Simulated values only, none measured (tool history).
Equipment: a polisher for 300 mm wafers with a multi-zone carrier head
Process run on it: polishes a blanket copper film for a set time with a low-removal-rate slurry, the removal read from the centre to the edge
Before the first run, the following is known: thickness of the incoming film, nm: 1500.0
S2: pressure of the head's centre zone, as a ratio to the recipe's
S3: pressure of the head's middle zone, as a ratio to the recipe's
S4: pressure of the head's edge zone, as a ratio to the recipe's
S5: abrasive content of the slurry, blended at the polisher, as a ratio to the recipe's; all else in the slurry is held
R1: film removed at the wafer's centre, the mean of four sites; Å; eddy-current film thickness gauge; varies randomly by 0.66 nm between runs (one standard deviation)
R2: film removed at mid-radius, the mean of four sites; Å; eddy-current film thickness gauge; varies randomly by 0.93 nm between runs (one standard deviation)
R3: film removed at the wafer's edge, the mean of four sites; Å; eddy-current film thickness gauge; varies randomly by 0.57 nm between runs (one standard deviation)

Run 1, hour 0.0: flow of slurry (ml/min) 145, S2 1.00, S3 1.00, S4 1.00, S5 1.00, polishing time (s) 35. Result: R1 605.63 Å, R2 606.49 Å, R3 600.99 Å.
Run 2, hour 2.7: flow of slurry (ml/min) 150, S2 0.99, S3 1.00, S4 1.02, S5 1.00, polishing time (s) 35. Result: R1 611.98 Å, R2 603.07 Å, R3 605.28 Å.
Run 3, hour 7.4: flow of slurry (ml/min) 150, S2 0.99, S3 1.07, S4 1.02, S5 1.00, polishing time (s) 35. Result: R1 590.02 Å, R2 644.55 Å, R3 607.50 Å.
Run 4, hour 14.6: flow of slurry (ml/min) 155, S2 0.98, S3 1.07, S4 1.04, S5 1.05, polishing time (s) 35. Result: R1 601.62 Å, R2 651.16 Å, R3 624.14 Å.
Run 5, hour 18.8: flow of slurry (ml/min) 155, S2 0.98, S3 1.07, S4 1.04, S5 0.95, polishing time (s) 35. Result: R1 591.60 Å, R2 643.77 Å, R3 613.08 Å.
Run 6, hour 20.8: flow of slurry (ml/min) 155, S2 0.98, S3 1.04, S4 1.04, S5 0.95, polishing time (s) 35. Result: R1 607.63 Å, R2 630.21 Å, R3 604.65 Å.
Run 7, hour 29.6: flow of slurry (ml/min) 155, S2 0.97, S3 1.05, S4 1.05, S5 1.00, polishing time (s) 35. Result: R1 577.90 Å, R2 643.11 Å, R3 607.85 Å.

What will run 8 give?
Run 8, hour 34.7: flow of slurry (ml/min) 155, S2 0.97, S3 1.05, S4 1.05, S5 1.00, polishing time (s) 35. Result: R1 ?, R2 ?, R3 ?.

{"run 8": {"R1": 585.3, "R2": 651.62, "R3": 619.38}}

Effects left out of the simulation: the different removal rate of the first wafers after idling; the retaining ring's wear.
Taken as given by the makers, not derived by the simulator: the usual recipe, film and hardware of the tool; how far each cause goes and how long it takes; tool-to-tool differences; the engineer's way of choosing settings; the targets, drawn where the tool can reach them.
